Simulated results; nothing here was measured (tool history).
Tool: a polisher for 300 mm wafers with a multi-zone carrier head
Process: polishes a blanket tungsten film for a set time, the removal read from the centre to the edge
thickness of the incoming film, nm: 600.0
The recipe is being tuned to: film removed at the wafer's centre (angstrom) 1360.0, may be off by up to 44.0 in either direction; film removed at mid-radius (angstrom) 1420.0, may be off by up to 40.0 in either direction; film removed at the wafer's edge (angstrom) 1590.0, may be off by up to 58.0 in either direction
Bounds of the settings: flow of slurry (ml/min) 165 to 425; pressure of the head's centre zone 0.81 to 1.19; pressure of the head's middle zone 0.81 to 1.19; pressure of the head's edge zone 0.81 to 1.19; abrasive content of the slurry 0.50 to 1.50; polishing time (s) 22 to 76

run  hour  flow of slurry (ml/min)  pressure of the head's centre zone  pressure of the head's middle zone  pressure of the head's edge zone  abrasive content of the slurry  polishing time (s)  film removed at the wafer's centre (angstrom)  film removed at mid-radius (angstrom)  film removed at the wafer's edge (angstrom)
  1   0.0                      275                                1.00                                1.00                              1.00                            1.00                  49                                         1908.4                                 1811.3                                       1903.9
  2   2.0                      270                                0.97                                0.98                              0.99                            0.95                  49                                         1852.3                                 1750.8                                       1888.3
  3   7.9                      270                                0.97                                0.98                              0.99                            1.10                  49                                         1885.8                                 1834.4                                       1947.0
  4  11.3                      270                                0.97                                0.98                              0.91                            1.10                  49                                         1873.2                                 1797.6                                       1865.8
  5  19.0                      270                                0.97                                1.06                              0.91                            1.10                  49                                         1910.5                                 1901.3                                       1831.1
  6  22.4                      265                                0.94                                1.04                              0.91                            1.00                  49                                         1811.1                                 1851.1                                       1842.0
  7  23.7                      265                                0.93                                1.03                              0.91                            0.95                  48                                         1710.0                                 1768.1                                       1790.5
  8  26.8                      240                                0.83                                0.93                              0.83                            0.70                  47                                         1369.1                                 1507.4                                       1554.9
  9  28.8                      235                                0.83                                0.92                              0.84                            0.70                  47                                         1397.5                                 1502.9                                       1568.2

4 candidate next runs follow, results not yet known. Just one meets every target within its allowed miss. Identify it.
  A  30.8                      210                                0.83                                0.87                              0.92                            0.65                  48                                              ?                                      ?                                            ?
  B  30.8                      245                                0.81                                0.96                              0.88                            0.55                  52                                              ?                                      ?                                            ?
  C  30.8                      215                                0.81                                0.98                              0.84                            0.50                  50                                              ?                                      ?                                            ?
  D  30.8                      200                                0.83                                0.93                              0.82                            0.50                  54                                              ?                                      ?                                            ?

move  film removed at the wafer's centre (angstrom)  film removed at mid-radius (angstrom)  film removed at the wafer's edge (angstrom)
   A                                         1356.7                                 1431.2                                       1638.1
   B                                         1430.1                                 1647.7                                       1717.3
   C                                         1325.8                                 1552.5                                       1569.3
   D                                         1447.8                                 1598.4                                       1663.1
A: all results land within tolerance of their targets
B: the biggest miss grows against the last run
C: the biggest miss grows against the last run
D: the biggest miss grows against the last run
So the answer is move A, the one that meets all the targets.
